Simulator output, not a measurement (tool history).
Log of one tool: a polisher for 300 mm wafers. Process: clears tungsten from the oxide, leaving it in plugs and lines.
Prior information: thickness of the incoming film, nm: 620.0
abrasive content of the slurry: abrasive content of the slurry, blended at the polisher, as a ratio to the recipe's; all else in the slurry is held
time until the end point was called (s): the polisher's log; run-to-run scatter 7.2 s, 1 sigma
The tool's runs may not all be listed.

run,hour,flow of slurry (ml/min),pressure of the wafer on the pad (psi),speed of the pad under the wafer (cm/s),abrasive content of the slurry,overpolish time after the end point (s),time until the end point was called (s)
1,0,295,3.7,92,1,37,168.46
2,3.2,295,3.7,92,1,39,174.09
3,11.3,295,3.4,86,1,39,198.29
4,16.4,295,3.4,66,1,39,251.8
5,19.8,295,3.1,64,1,39,279.29
6,23.3,295,2.9,62,1,39,301.21
7,28.5,295,2.7,60,1,39,341.08

Run 8, settings as shown, results not yet in. Your forecast:
8,30.8,295,2.6,60,1,39,?

Logged for run 8: time until the end point was called (s) 343.16.

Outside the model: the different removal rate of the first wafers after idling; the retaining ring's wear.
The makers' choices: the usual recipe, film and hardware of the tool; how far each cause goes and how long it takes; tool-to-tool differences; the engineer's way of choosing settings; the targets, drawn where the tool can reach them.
